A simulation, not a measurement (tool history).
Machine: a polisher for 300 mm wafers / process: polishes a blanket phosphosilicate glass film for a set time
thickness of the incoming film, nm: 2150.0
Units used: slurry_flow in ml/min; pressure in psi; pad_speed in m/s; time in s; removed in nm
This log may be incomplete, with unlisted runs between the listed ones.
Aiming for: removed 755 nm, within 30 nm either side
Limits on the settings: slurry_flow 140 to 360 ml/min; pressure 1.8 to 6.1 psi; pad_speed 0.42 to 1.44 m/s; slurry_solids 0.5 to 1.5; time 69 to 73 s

run  hour  slurry_flow  pressure  pad_speed  slurry_solids  time  removed
  1     0          230       3.9       0.92              1    69   639.35
  2   5.8          230       3.9       0.92              1    69   618.56
  3  12.1          230       4.1       0.92              1    69   649.12
  4  19.5          230       4.3       0.92              1    69   669.22
  5    21          230       4.3       0.72              1    69   577.69
  6  28.9          230       4.6       0.72              1    69   616.49
  7  34.6          230       4.6       0.72              1    69   622.26
  8  39.9          230       4.6       0.72              1    69   610.27
  9  45.1          230       4.9       0.72              1    69    637.3
 10  49.2          230       5.1       0.72              1    69   673.39

Exactly one of the 4 candidate moves below puts every result within its allowed miss. Which one?
  A  53.3          235       4.6       0.66            0.9    69        ?
  B  53.3          290       4.7       0.86            0.9    73        ?
  C  53.3          180       5.7       0.72           1.25    70        ?
  D  53.3          160         5       0.68           1.15    69        ?

move  removed
   A   558.71
   B   742.53
   C   801.89
   D   636.93
A: misses by more than the last run did
B: each result inside its tolerance
C: pushes the last run's worst result past its target
D: misses by more than the last run did
Move B is the one to make.
